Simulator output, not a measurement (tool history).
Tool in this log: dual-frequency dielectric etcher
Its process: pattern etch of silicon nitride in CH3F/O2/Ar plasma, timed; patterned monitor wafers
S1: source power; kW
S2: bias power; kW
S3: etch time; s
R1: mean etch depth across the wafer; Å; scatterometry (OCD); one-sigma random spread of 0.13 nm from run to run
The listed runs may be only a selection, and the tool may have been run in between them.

run 1 day=0.000 | S1=0.370 S2=0.093 S3=35.5 | R1=265.97
run 2 day=0.121 | S1=0.370 S2=0.108 S3=35.5 | R1=280.03
run 3 day=0.217 | S1=0.410 S2=0.108 S3=35.5 | R1=291.24
run 4 day=0.483 | S1=0.470 S2=0.108 S3=35.5 | R1=311.99
run 5 day=0.504 | S1=0.470 S2=0.094 S3=35.5 | R1=296.99
run 6 day=0.804 | S1=0.470 S2=0.080 S3=35.5 | R1=281.72

Estimate the outcome of run 7 from the log above:
run 7 day=0.842 | S1=0.440 S2=0.079 S3=35.5 | R1=?

{"run 7": {"R1": 272.34}}
